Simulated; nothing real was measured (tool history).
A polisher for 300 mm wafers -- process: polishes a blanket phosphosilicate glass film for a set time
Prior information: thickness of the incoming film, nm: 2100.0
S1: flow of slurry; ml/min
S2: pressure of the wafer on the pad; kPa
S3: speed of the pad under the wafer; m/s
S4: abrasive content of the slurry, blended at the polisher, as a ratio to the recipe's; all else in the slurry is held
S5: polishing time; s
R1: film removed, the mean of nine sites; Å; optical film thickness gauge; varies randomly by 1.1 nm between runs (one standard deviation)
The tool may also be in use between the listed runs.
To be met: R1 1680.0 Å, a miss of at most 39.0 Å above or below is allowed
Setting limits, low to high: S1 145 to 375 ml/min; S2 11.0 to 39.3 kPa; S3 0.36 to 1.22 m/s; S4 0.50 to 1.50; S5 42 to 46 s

{"run": 1, "hour": 0.0, "S1": 240, "S2": 24.8, "S3": 0.78, "S4": 1.0, "S5": 46, "R1": 3066.8}
{"run": 2, "hour": 1.3, "S1": 235, "S2": 22.8, "S3": 0.78, "S4": 1.0, "S5": 46, "R1": 2823.2}
{"run": 3, "hour": 4.7, "S1": 230, "S2": 20.7, "S3": 0.78, "S4": 1.0, "S5": 46, "R1": 2610.8}
{"run": 4, "hour": 7.4, "S1": 230, "S2": 16.5, "S3": 0.78, "S4": 1.0, "S5": 46, "R1": 2200.8}
{"run": 5, "hour": 11.9, "S1": 285, "S2": 16.5, "S3": 0.78, "S4": 1.0, "S5": 46, "R1": 2230.5}
{"run": 6, "hour": 18.4, "S1": 285, "S2": 15.9, "S3": 0.78, "S4": 1.0, "S5": 46, "R1": 2135.6}
{"run": 7, "hour": 22.6, "S1": 245, "S2": 11.0, "S3": 0.76, "S4": 1.0, "S5": 46, "R1": 1589.5}
{"run": 8, "hour": 29.2, "S1": 250, "S2": 11.0, "S3": 0.76, "S4": 1.0, "S5": 46, "R1": 1586.6}
{"run": 9, "hour": 34.4, "S1": 255, "S2": 11.0, "S3": 0.76, "S4": 1.0, "S5": 46, "R1": 1594.5}
{"run": 10, "hour": 36.2, "S1": 260, "S2": 11.0, "S3": 0.76, "S4": 1.0, "S5": 46, "R1": 1615.9}

Exercise: of the 4 proposed moves below, exactly one satisfies all targets within the stated allowed misses. Which move is it?
{"run": "A", "hour": 38.0, "S1": 275, "S2": 11.7, "S3": 0.62, "S4": 1.15, "S5": 46, "R1": "?"}
{"run": "B", "hour": 38.0, "S1": 265, "S2": 11.7, "S3": 0.78, "S4": 1.1, "S5": 44, "R1": "?"}
{"run": "C", "hour": 38.0, "S1": 330, "S2": 11.7, "S3": 0.82, "S4": 0.8, "S5": 43, "R1": "?"}
{"run": "D", "hour": 38.0, "S1": 285, "S2": 11.0, "S3": 0.74, "S4": 0.95, "S5": 46, "R1": "?"}

move=A R1=1592.9
move=B R1=1663.9
move=C R1=1550.7
move=D R1=1566.7
A: moves away from the targets compared with the last run
B: in spec on every target
C: moves away from the targets compared with the last run
D: moves away from the targets compared with the last run
Answer: B

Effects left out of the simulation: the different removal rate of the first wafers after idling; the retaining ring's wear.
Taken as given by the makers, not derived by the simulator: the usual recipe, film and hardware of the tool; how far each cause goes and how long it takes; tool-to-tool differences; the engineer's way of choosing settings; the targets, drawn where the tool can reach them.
